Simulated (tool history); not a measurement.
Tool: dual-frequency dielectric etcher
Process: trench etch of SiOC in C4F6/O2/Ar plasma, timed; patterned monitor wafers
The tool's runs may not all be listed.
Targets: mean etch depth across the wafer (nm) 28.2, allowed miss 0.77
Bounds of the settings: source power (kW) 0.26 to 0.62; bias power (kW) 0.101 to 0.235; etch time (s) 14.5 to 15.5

run,hour,source power (kW),bias power (kW),etch time (s),mean etch depth across the wafer (nm)
1,0,0.44,0.168,15.5,31.218
2,8.7,0.41,0.168,15.5,30.144
3,13.7,0.4,0.167,15.5,29.975
4,18.6,0.39,0.166,15.5,29.681
5,19.2,0.39,0.165,15.5,29.579
6,23.6,0.39,0.165,15.5,29.647
7,25.5,0.39,0.164,15.5,29.706
8,28.2,0.39,0.163,15.5,29.728
9,34.3,0.39,0.162,15.5,29.345

5 next moves are on the table. One of them brings every result within its allowed miss. Which?
A,40.4,0.42,0.134,15.5,?
B,40.4,0.42,0.157,15.5,?
C,40.4,0.44,0.139,15.5,?
D,40.4,0.39,0.188,14.5,?
E,40.4,0.47,0.132,15,?

move,mean etch depth across the wafer (nm)
A,29.483
B,30.301
C,30.275
D,28.398
E,29.899
A: further off than the last run
B: further off than the last run
C: further off than the last run
D: meets every target
E: further off than the last run
The right move is D.
